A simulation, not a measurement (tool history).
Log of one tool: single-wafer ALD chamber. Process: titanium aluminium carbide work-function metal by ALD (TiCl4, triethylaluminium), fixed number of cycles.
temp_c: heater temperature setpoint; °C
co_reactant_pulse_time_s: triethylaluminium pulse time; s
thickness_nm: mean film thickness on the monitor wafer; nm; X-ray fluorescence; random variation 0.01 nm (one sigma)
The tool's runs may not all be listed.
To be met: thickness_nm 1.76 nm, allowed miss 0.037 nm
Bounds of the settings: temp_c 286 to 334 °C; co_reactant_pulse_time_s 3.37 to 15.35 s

Run 1, day 0: temp_c 310 °C, co_reactant_pulse_time_s 9.36 s. Result: thickness_nm 1.9461 nm.
Run 2, day 0.2: temp_c 307 °C, co_reactant_pulse_time_s 9.04 s. Result: thickness_nm 1.9032 nm.
Run 3, day 0.454: temp_c 307 °C, co_reactant_pulse_time_s 10.63 s. Result: thickness_nm 1.9284 nm.
Run 4, day 0.775: temp_c 305 °C, co_reactant_pulse_time_s 10.41 s. Result: thickness_nm 1.913 nm.
Run 5, day 0.883: temp_c 298 °C, co_reactant_pulse_time_s 10.41 s. Result: thickness_nm 1.8571 nm.
Run 6, day 1.15: temp_c 296 °C, co_reactant_pulse_time_s 10.23 s. Result: thickness_nm 1.8348 nm.
Run 7, day 1.412: temp_c 295 °C, co_reactant_pulse_time_s 10.1 s. Result: thickness_nm 1.807 nm.
Run 8, day 1.529: temp_c 294 °C, co_reactant_pulse_time_s 10.04 s. Result: thickness_nm 1.8316 nm.

5 next moves are on the table. One of them brings every result within its allowed miss. Which?
Run A, day 1.646: temp_c 294 °C, co_reactant_pulse_time_s 8.54 s. Result: thickness_nm ?.
Run B, day 1.646: temp_c 300 °C, co_reactant_pulse_time_s 11.46 s. Result: thickness_nm ?.
Run C, day 1.646: temp_c 297 °C, co_reactant_pulse_time_s 10.5 s. Result: thickness_nm ?.
Run D, day 1.646: temp_c 286 °C, co_reactant_pulse_time_s 7.13 s. Result: thickness_nm ?.
Run E, day 1.646: temp_c 306 °C, co_reactant_pulse_time_s 14.87 s. Result: thickness_nm ?.

move  thickness_nm
   A        1.7699
   B        1.8758
   C        1.8353
   D        1.6574
   E        1.9587
A: meets every target
B: further off than the last run
C: further off than the last run
D: takes the result that was furthest off past its target
E: further off than the last run
Move A is the one to make.
